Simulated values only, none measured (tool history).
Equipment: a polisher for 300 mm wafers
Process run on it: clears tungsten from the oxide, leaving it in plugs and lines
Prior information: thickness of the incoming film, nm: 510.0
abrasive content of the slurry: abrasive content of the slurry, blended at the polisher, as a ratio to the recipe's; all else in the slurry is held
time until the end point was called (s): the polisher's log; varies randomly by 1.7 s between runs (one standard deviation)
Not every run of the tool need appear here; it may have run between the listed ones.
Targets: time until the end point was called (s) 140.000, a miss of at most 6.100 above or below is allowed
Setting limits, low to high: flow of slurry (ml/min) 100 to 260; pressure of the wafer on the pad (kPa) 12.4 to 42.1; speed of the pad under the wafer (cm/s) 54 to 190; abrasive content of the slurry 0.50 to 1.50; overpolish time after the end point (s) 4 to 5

run,day,flow of slurry (ml/min),pressure of the wafer on the pad (kPa),speed of the pad under the wafer (cm/s),abrasive content of the slurry,overpolish time after the end point (s),time until the end point was called (s)
1,0.000,165,26.9,122,1.00,5,80.983
2,0.146,165,26.9,140,1.00,5,71.935
3,0.421,135,26.9,140,1.00,5,73.392
4,0.683,135,24.1,138,1.00,5,82.216
5,0.967,135,24.1,138,1.00,4,82.302
# day 1.308: slurry blender recalibrated
6,1.308,135,24.1,138,1.00,5,76.426
7,1.471,135,22.8,128,1.00,5,86.462
8,1.779,135,21.4,122,1.00,5,96.980
9,1.875,135,20.0,120,1.00,5,106.030

5 next moves are on the table. One of them brings every result within its allowed miss. Which?
A,1.971,155,26.9,112,1.00,5,?
B,1.971,140,15.2,134,1.10,4,?
C,1.971,155,20.0,106,0.95,4,?
D,1.971,110,22.8,138,1.35,5,?
E,1.971,140,21.4,84,1.00,5,?

move,time until the end point was called (s)
A,83.130
B,119.960
C,117.850
D,77.663
E,138.220
A: moves away from the targets compared with the last run
B: nearer than the last run, and not there yet
C: nearer than the last run, and not there yet
D: moves away from the targets compared with the last run
E: every result within its allowed miss
The right move is E.
